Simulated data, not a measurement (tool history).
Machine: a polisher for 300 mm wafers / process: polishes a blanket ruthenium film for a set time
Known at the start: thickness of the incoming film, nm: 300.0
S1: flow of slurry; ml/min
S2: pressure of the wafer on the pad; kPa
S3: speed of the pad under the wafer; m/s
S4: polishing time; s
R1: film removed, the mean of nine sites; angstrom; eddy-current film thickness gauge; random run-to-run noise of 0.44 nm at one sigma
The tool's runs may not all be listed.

run    day   S1    S2    S3  S4      R1
  1  0.000  175  10.3  0.90  83  752.90
  2  0.329  175   9.7  0.88  83  686.27
  3  0.450  175   9.7  1.08  83  817.52
  4  0.667  175   9.0  1.06  83  750.26
  5  0.938  175   8.3  1.04  83  686.73
  6  1.183  175   7.6  1.02  83  621.99

Run 7 has not been measured yet. What should we expect?
  7  1.412  165  4.8  0.84  83   ?

Run 7 gave R1 343.06 angstrom.
